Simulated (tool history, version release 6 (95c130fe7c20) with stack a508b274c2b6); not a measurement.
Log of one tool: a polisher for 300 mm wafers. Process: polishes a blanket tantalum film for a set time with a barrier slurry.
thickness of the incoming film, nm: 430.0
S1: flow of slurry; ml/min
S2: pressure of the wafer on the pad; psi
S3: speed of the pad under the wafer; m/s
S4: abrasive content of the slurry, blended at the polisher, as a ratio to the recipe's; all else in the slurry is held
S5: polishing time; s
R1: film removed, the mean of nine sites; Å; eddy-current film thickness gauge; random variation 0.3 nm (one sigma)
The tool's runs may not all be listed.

run,hour,S1,S2,S3,S4,S5,R1
1,0.0,260,2.1,1.26,1.00,47,925.23
2,5.1,290,2.1,1.26,1.00,47,935.49
3,14.1,290,2.1,1.26,0.85,47,876.33
4,19.2,290,1.9,1.22,0.85,47,782.85
5,23.4,290,1.9,1.22,0.85,49,822.96
6,30.6,290,1.9,1.22,1.00,49,879.08

Forecast run 7:
7,38.5,265,1.3,0.90,1.00,49,?

{"run 7": {"R1": 476.0}}
